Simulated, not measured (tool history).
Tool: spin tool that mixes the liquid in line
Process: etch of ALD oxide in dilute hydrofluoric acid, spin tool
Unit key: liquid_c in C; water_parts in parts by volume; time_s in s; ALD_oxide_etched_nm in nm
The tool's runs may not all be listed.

| run | hour | liquid_c | water_parts | time_s | ALD_oxide_etched_nm |
|---|---|---|---|---|---|
| 1 | 0.0 | 24.0 | 160 | 240 | 20.811 |
| 2 | 4.8 | 24.0 | 180 | 240 | 18.271 |
| 3 | 13.6 | 21.0 | 180 | 240 | 16.298 |
| 4 | 19.0 | 21.0 | 180 | 260 | 17.751 |
| 5 | 26.7 | 21.0 | 155 | 260 | 21.057 |
| 6 | 30.3 | 20.0 | 165 | 260 | 18.732 |
| 7 | 39.1 | 19.5 | 170 | 260 | 17.750 |
| 8 | 42.2 | 19.0 | 175 | 260 | 16.852 |
| 9 | 46.3 | 18.5 | 180 | 260 | 16.032 |
| 10 | 52.1 | 18.0 | 185 | 260 | 15.170 |

What will run 11 give?
| 11 | 58.8 | 18.0 | 190 | 260 | ? |

ALD_oxide_etched_nm: 14.732 nm
